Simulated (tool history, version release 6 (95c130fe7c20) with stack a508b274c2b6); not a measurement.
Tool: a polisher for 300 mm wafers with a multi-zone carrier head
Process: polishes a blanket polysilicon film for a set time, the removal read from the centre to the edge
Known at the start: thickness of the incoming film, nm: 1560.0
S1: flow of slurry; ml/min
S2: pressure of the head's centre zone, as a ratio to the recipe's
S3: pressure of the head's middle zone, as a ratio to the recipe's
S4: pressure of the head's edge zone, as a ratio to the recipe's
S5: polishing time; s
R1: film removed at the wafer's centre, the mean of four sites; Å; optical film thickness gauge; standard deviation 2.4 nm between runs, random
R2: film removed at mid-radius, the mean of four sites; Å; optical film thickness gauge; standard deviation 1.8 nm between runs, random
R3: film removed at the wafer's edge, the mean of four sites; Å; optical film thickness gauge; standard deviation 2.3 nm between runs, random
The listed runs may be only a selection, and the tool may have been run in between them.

Run 1, hour 0: S1 295 ml/min, S2 1, S3 1, S4 1, S5 46 s. Result: R1 2793.6 Å, R2 2614.7 Å, R3 2665.5 Å.
Run 2, hour 6.6: S1 295 ml/min, S2 0.91, S3 1, S4 1, S5 46 s. Result: R1 2568.7 Å, R2 2657.6 Å, R3 2694.1 Å.
Run 3, hour 14.6: S1 300 ml/min, S2 0.92, S3 0.99, S4 1.02, S5 47 s. Result: R1 2665.6 Å, R2 2644.7 Å, R3 2810.5 Å.
Run 4, hour 16.9: S1 300 ml/min, S2 0.85, S3 0.99, S4 1.02, S5 47 s. Result: R1 2459.7 Å, R2 2670.5 Å, R3 2800.6 Å.
Run 5, hour 19: S1 300 ml/min, S2 0.85, S3 0.99, S4 1.02, S5 58 s. Result: R1 3087 Å, R2 3291.1 Å, R3 3487.9 Å.
At hour 24.8: centre zone pressure recalibrated.
Run 6, hour 24.8: S1 295 ml/min, S2 0.85, S3 0.98, S4 1.02, S5 58 s. Result: R1 2867.5 Å, R2 3250.5 Å, R3 3485.5 Å.
Run 7, hour 25.9: S1 300 ml/min, S2 0.87, S3 0.97, S4 1.02, S5 58 s. Result: R1 2921.8 Å, R2 3207.5 Å, R3 3441.4 Å.
Run 8, hour 34.8: S1 300 ml/min, S2 0.89, S3 0.96, S4 1.03, S5 58 s. Result: R1 3035.5 Å, R2 3175.7 Å, R3 3461.6 Å.

Run 9 comes next. What will it give?
Run 9, hour 41.2: S1 295 ml/min, S2 0.9, S3 0.95, S4 1.03, S5 58 s. Result: R1 ?, R2 ?, R3 ?.

R1: 3058.2 Å
R2: 3151.3 Å
R3: 3418.7 Å
